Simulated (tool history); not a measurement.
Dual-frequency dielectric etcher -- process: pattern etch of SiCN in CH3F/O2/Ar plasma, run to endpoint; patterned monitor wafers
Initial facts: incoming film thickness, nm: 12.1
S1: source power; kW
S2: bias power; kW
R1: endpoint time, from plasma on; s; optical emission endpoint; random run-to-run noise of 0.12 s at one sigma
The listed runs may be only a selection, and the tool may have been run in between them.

| run | hour | S1 | S2 | R1 |
|---|---|---|---|---|
| 1 | 0 | 0.29 | 0.073 | 33.183 |
| 2 | 4.5 | 0.25 | 0.073 | 35.74 |
| 3 | 8.4 | 0.29 | 0.073 | 33.278 |
| 4 | 12.6 | 0.3 | 0.073 | 32.442 |
| 5 | 15.4 | 0.31 | 0.073 | 32.053 |
| 6 | 20.1 | 0.27 | 0.073 | 34.37 |

Run 7 has not been measured yet. What should we expect?
| 7 | 25.4 | 0.28 | 0.073 | ? |

R1: 33.608 s
